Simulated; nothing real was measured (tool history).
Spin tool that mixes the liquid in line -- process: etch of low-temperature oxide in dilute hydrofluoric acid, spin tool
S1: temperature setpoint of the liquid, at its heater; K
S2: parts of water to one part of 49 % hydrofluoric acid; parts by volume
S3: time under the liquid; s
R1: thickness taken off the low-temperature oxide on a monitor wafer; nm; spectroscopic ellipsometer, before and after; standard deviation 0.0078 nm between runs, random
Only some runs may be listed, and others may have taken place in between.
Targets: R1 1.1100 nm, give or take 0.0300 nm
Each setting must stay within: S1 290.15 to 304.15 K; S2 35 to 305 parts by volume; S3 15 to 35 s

| run | hour | S1 | S2 | S3 | R1 |
|---|---|---|---|---|---|
| 1 | 0.0 | 296.15 | 170 | 35 | 1.9726 |
| 2 | 5.6 | 295.65 | 175 | 35 | 1.9135 |
| 3 | 13.1 | 295.65 | 175 | 35 | 1.8997 |
| 4 | 16.7 | 295.65 | 235 | 35 | 1.3220 |
| 5 | 20.0 | 295.15 | 235 | 35 | 1.3164 |
| 6 | 25.7 | 294.65 | 235 | 35 | 1.2863 |
| 7 | 30.2 | 294.15 | 235 | 35 | 1.2533 |
| 8 | 35.3 | 293.65 | 235 | 35 | 1.2276 |
| 9 | 43.6 | 293.15 | 235 | 35 | 1.2013 |
| 10 | 48.3 | 292.15 | 235 | 35 | 1.1579 |
| 11 | 54.1 | 291.65 | 235 | 35 | 1.1542 |

5 candidate next runs follow, results not yet known. Just one meets every target within its allowed miss. Identify it.
| A | 59.9 | 291.65 | 125 | 15 | ? |
| B | 59.9 | 295.15 | 270 | 35 | ? |
| C | 59.9 | 293.15 | 235 | 30 | ? |
| D | 59.9 | 290.15 | 180 | 25 | ? |
| E | 59.9 | 290.65 | 225 | 35 | ? |

| move | R1 |
|---|---|
| A | 1.0301 |
| B | 1.1029 |
| C | 1.0428 |
| D | 1.0626 |
| E | 1.1648 |
A: moves the result that the last run missed by most past its target, out the other side
B: every result lands within tolerance
C: moves the result that the last run missed by most past its target, out the other side
D: moves the result that the last run missed by most past its target, out the other side
E: its largest miss is bigger than the last run's
So the answer is move B, the one that meets all the targets.
